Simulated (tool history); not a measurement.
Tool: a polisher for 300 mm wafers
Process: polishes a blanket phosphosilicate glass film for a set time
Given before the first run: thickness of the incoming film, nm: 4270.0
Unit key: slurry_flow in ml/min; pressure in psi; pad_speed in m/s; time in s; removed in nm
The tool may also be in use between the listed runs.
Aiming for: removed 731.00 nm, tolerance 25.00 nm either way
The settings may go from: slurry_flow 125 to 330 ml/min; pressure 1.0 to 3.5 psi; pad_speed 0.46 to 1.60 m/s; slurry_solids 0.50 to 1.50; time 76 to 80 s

run	day	slurry_flow	pressure	pad_speed	slurry_solids	time	removed
1	0.000	210	2.2	1.02	1.00	76	541.96
2	0.312	210	2.2	1.02	1.00	76	541.42
3	0.483	210	2.3	1.02	1.00	76	553.97
4	0.733	210	2.3	1.02	0.85	76	512.63
5	0.762	210	2.5	1.02	0.85	76	538.39
6	1.033	250	2.5	1.02	0.85	76	550.85
7	1.338	255	3.1	1.04	0.85	76	633.57
8	1.650	255	3.2	1.06	0.85	76	675.68
9	1.692	255	3.3	1.06	0.85	76	670.61
10	1.800	255	3.3	1.08	0.85	76	702.10
11	1.933	255	3.4	1.08	0.85	76	704.38

Which single option among these 4 for the next run brings every result within its allowed miss of target? Just one does.
A	2.067	255	3.5	1.06	0.90	77	?
B	2.067	265	3.2	1.08	0.80	79	?
C	2.067	250	3.4	0.94	0.95	76	?
D	2.067	255	3.1	1.08	0.85	79	?

move	removed
A	733.19
B	672.67
C	675.20
D	678.42
A: every result lands within tolerance
B: moves away from the targets compared with the last run
C: moves away from the targets compared with the last run
D: moves away from the targets compared with the last run
A meets every target.
